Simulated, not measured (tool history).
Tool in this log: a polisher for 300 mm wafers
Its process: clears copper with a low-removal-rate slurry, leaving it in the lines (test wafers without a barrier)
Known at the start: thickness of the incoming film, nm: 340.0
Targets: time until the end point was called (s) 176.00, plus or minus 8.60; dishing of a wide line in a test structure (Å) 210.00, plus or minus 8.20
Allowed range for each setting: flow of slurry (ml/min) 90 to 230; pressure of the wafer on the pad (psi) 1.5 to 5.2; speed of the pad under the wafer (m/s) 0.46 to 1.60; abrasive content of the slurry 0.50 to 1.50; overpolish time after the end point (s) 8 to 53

| run | day | flow of slurry (ml/min) | pressure of the wafer on the pad (psi) | speed of the pad under the wafer (m/s) | abrasive content of the slurry | overpolish time after the end point (s) | time until the end point was called (s) | dishing of a wide line in a test structure (Å) |
|---|---|---|---|---|---|---|---|---|
| 1 | 0.000 | 150 | 3.3 | 1.02 | 1.00 | 27 | 112.94 | 445.40 |
| 2 | 0.288 | 150 | 3.3 | 1.02 | 1.10 | 27 | 109.57 | 456.06 |
| 3 | 0.554 | 150 | 3.3 | 0.92 | 1.10 | 27 | 119.05 | 418.63 |
| 4 | 0.904 | 160 | 2.9 | 0.90 | 1.15 | 23 | 136.66 | 343.75 |
| 5 | 1.138 | 135 | 2.9 | 0.90 | 1.15 | 23 | 136.49 | 337.15 |
| 6 | 1.342 | 135 | 2.6 | 0.90 | 1.15 | 20 | 151.00 | 271.91 |
| 7 | 1.400 | 130 | 2.5 | 0.90 | 1.15 | 19 | 157.45 | 255.14 |
| 8 | 1.508 | 125 | 2.4 | 0.90 | 1.15 | 18 | 166.99 | 237.94 |
| 9 | 1.608 | 125 | 2.4 | 0.90 | 1.15 | 18 | 163.29 | 236.20 |
| 10 | 1.767 | 120 | 2.3 | 0.90 | 1.15 | 18 | 171.14 | 227.60 |
| 11 | 2.017 | 115 | 2.3 | 0.90 | 1.15 | 18 | 172.06 | 225.32 |
| 12 | 2.342 | 110 | 2.3 | 0.90 | 1.15 | 18 | 173.46 | 225.81 |

Which one of the following 5 next-run settings gets every result inside its allowed miss? There is exactly one.
| A | 2.667 | 95 | 2.4 | 0.90 | 1.30 | 19 | ? | ? |
| B | 2.667 | 95 | 2.6 | 0.82 | 1.30 | 19 | ? | ? |
| C | 2.667 | 155 | 3.1 | 0.68 | 0.90 | 17 | ? | ? |
| D | 2.667 | 100 | 1.7 | 1.12 | 1.40 | 21 | ? | ? |
| E | 2.667 | 125 | 2.2 | 0.96 | 1.25 | 19 | ? | ? |

| move | time until the end point was called (s) | dishing of a wide line in a test structure (Å) |
|---|---|---|
| A | 169.90 | 239.77 |
| B | 174.90 | 234.47 |
| C | 176.44 | 212.30 |
| D | 170.89 | 256.47 |
| E | 160.52 | 250.86 |
A: moves away from the targets compared with the last run
B: moves away from the targets compared with the last run
C: in spec on every target
D: moves away from the targets compared with the last run
E: moves away from the targets compared with the last run
Correct choice: C, which meets every target

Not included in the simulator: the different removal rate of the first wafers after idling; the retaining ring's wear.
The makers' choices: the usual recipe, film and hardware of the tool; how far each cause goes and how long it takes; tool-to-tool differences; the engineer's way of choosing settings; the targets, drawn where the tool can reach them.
